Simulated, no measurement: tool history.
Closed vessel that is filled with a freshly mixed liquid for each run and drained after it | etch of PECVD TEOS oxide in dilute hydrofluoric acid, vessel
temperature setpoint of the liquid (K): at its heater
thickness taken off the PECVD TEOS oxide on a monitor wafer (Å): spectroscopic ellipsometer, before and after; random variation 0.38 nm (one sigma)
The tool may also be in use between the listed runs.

| run | hour | temperature setpoint of the liquid (K) | parts of water to one part of 49 % hydrofluoric acid (parts by volume) | time in the liquid (s) | thickness taken off the PECVD TEOS oxide on a monitor wafer (Å) |
|---|---|---|---|---|---|
| 1 | 0.0 | 293.15 | 105 | 185 | 134.160 |
| 2 | 5.3 | 290.15 | 105 | 185 | 119.520 |
| 3 | 10.3 | 291.15 | 95 | 185 | 137.150 |
| 4 | 17.5 | 291.15 | 85 | 185 | 156.400 |
| 5 | 21.7 | 291.15 | 120 | 185 | 107.550 |
| 6 | 22.7 | 291.15 | 140 | 185 | 89.231 |
| 7 | 30.2 | 292.15 | 130 | 185 | 100.450 |
| 8 | 31.1 | 293.15 | 120 | 185 | 116.930 |

Forecast run 9:
| 9 | 33.0 | 294.15 | 110 | 185 | ? |

thickness taken off the PECVD TEOS oxide on a monitor wafer (Å): 132.580

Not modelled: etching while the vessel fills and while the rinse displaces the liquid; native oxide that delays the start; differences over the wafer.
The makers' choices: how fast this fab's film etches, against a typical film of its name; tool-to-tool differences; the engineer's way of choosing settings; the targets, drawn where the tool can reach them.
